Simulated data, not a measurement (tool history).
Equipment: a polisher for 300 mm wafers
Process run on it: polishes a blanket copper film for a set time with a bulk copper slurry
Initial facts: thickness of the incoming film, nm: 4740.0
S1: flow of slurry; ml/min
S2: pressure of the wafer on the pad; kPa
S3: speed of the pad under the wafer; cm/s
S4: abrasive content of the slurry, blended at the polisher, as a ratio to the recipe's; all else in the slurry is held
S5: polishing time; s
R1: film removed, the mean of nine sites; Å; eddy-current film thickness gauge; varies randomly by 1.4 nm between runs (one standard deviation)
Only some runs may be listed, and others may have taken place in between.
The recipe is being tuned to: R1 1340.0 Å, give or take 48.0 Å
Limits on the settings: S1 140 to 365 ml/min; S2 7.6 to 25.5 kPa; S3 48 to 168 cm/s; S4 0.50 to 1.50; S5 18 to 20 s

| run | hour | S1 | S2 | S3 | S4 | S5 | R1 |
|---|---|---|---|---|---|---|---|
| 1 | 0.0 | 235 | 16.5 | 108 | 1.00 | 20 | 2050.3 |
| 2 | 0.6 | 235 | 15.2 | 108 | 1.00 | 20 | 1866.7 |
| 3 | 3.8 | 235 | 16.5 | 108 | 1.00 | 20 | 2074.1 |
| 4 | 7.0 | 235 | 16.5 | 108 | 1.10 | 20 | 2116.6 |
| 5 | 10.2 | 235 | 15.2 | 108 | 1.10 | 20 | 1953.7 |
| 6 | 13.9 | 235 | 13.8 | 108 | 1.10 | 20 | 1805.9 |
| 7 | 21.2 | 235 | 12.4 | 108 | 1.10 | 20 | 1639.9 |
| 8 | 26.8 | 235 | 11.7 | 108 | 1.10 | 20 | 1518.6 |
| 9 | 31.9 | 235 | 11.0 | 108 | 1.10 | 20 | 1422.8 |

Which single option among these 5 for the next run brings every result within its allowed miss of target? Just one does.
| A | 37.0 | 255 | 9.0 | 116 | 1.30 | 19 | ? |
| B | 37.0 | 265 | 9.0 | 136 | 1.00 | 18 | ? |
| C | 37.0 | 220 | 10.3 | 102 | 1.25 | 18 | ? |
| D | 37.0 | 200 | 10.3 | 120 | 1.20 | 18 | ? |
| E | 37.0 | 240 | 13.1 | 80 | 0.85 | 20 | ? |

| move | R1 |
|---|---|
| A | 1264.6 |
| B | 1268.4 |
| C | 1204.5 |
| D | 1351.9 |
| E | 1228.6 |
A: moves the result that the last run missed by most past its target, out the other side
B: moves the result that the last run missed by most past its target, out the other side
C: moves the result that the last run missed by most past its target, out the other side
D: hits every target within its allowed miss
E: moves the result that the last run missed by most past its target, out the other side
Go with D: it meets all targets.

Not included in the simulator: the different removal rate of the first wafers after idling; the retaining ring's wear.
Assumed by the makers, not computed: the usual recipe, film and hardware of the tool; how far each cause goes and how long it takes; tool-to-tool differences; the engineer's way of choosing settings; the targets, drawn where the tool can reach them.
